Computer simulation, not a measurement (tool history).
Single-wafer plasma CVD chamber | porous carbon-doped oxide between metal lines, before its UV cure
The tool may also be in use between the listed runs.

run,hour,heater temperature setpoint (deg C),RF power (W),deposition time (s),mean film thickness on the monitor wafer (Å)
1,0,285,510,25.8,1757.3
2,2.4,280,510,25.8,1817.8
3,8.5,274,510,25.8,1904.1
4,16.1,279,505,25.8,1829.5
5,20.8,279,505,25.8,1827.6
6,22,283,505,25.8,1776.1

Run 7 has not been measured yet. What should we expect?
7,23.7,286,505,25.8,?

Run 7 came out at mean film thickness on the monitor wafer (Å) 1731.2.
